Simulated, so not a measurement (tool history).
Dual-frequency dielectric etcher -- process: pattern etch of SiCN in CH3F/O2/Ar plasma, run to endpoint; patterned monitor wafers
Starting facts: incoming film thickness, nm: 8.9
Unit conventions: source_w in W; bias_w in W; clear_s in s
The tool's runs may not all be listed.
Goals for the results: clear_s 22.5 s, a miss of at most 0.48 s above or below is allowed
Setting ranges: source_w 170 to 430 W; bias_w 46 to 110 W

| run | hour | source_w | bias_w | clear_s |
|---|---|---|---|---|
| 1 | 0 | 300 | 78 | 25.395 |
| 2 | 5.9 | 250 | 78 | 27.414 |
| 3 | 12.9 | 220 | 78 | 28.667 |
| 4 | 16.9 | 240 | 79 | 27.449 |
| 5 | 24.8 | 240 | 89 | 26.863 |
| 6 | 29.1 | 260 | 89 | 26.18 |
| 7 | 35.4 | 320 | 95 | 23.458 |
| 8 | 37.3 | 320 | 95 | 23.308 |
| 9 | 41.6 | 330 | 96 | 23.398 |

Which of these 5 next moves meets every target?
| A | 45.9 | 310 | 86 | ? |
| B | 45.9 | 360 | 85 | ? |
| C | 45.9 | 330 | 83 | ? |
| D | 45.9 | 300 | 99 | ? |
| E | 45.9 | 320 | 110 | ? |

| move | clear_s |
|---|---|
| A | 24.462 |
| B | 23.303 |
| C | 24.198 |
| D | 23.662 |
| E | 22.359 |
A: moves away from the targets compared with the last run
B: nearer than the last run, and not there yet
C: moves away from the targets compared with the last run
D: moves away from the targets compared with the last run
E: hits every target within its allowed miss
E meets every target.
